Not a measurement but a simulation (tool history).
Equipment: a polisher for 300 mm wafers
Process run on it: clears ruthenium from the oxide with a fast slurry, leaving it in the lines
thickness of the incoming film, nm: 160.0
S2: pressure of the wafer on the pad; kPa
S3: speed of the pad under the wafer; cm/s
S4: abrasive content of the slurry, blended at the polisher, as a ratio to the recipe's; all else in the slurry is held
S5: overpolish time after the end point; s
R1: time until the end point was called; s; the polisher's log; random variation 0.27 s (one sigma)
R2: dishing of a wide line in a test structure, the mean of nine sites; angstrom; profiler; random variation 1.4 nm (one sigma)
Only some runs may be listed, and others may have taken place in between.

run 1 day=0 | flow_of_slurry_(ml/min)=195 S2=15.2 S3=98 S4=1 S5=20 | R1=51.507 R2=479.66
run 2 day=0.333 | flow_of_slurry_(ml/min)=195 S2=17.9 S3=98 S4=1 S5=21 | R1=43.637 R2=588.8
run 3 day=0.546 | flow_of_slurry_(ml/min)=195 S2=17.9 S3=98 S4=0.85 S5=21 | R1=50.122 R2=517.6
run 4 day=0.908 | flow_of_slurry_(ml/min)=195 S2=17.9 S3=98 S4=0.85 S5=18 | R1=50.233 R2=449.67
run 5 day=1.175 | flow_of_slurry_(ml/min)=190 S2=19.3 S3=104 S4=0.85 S5=20 | R1=43.271 R2=563.68
run 6 day=1.479 | flow_of_slurry_(ml/min)=190 S2=21.4 S3=104 S4=0.85 S5=20 | R1=39.991 R2=596.54
run 7 day=1.538 | flow_of_slurry_(ml/min)=190 S2=22.1 S3=110 S4=0.85 S5=21 | R1=36.436 R2=683.37

For run 8, what comes out?
run 8 day=1.596 | flow_of_slurry_(ml/min)=190 S2=22.8 S3=114 S4=0.85 S5=22 | R1=? R2=?

R1: 34.514 s
R2: 734.1 angstrom
